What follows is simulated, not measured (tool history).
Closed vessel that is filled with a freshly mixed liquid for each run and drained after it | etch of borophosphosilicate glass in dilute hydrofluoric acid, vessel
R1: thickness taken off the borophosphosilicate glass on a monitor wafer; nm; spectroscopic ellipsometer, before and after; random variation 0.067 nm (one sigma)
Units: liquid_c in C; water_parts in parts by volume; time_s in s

run 1 hour=0.0 | liquid_c=22.0 water_parts=185 time_s=30 | R1=3.8491
run 2 hour=3.6 | liquid_c=19.5 water_parts=185 time_s=30 | R1=3.4795
run 3 hour=4.7 | liquid_c=20.5 water_parts=180 time_s=30 | R1=3.7603
run 4 hour=11.7 | liquid_c=22.5 water_parts=180 time_s=30 | R1=4.0317
-- hour=19.0 thermometer replaced
run 5 hour=19.0 | liquid_c=22.5 water_parts=210 time_s=30 | R1=3.5997
run 6 hour=22.5 | liquid_c=22.5 water_parts=210 time_s=30 | R1=3.5884
run 7 hour=24.7 | liquid_c=23.5 water_parts=200 time_s=30 | R1=3.9913
run 8 hour=29.7 | liquid_c=24.0 water_parts=195 time_s=30 | R1=4.1391
run 9 hour=36.4 | liquid_c=24.5 water_parts=190 time_s=30 | R1=4.4162
run 10 hour=38.5 | liquid_c=25.0 water_parts=185 time_s=30 | R1=4.5746
run 11 hour=44.2 | liquid_c=25.5 water_parts=180 time_s=30 | R1=4.8331
run 12 hour=51.2 | liquid_c=26.0 water_parts=175 time_s=30 | R1=5.1586
run 13 hour=53.2 | liquid_c=26.5 water_parts=170 time_s=30 | R1=5.4251

Forecast run 14:
run 14 hour=57.5 | liquid_c=27.0 water_parts=165 time_s=30 | R1=?

{"run 14": {"R1": 5.6723}}
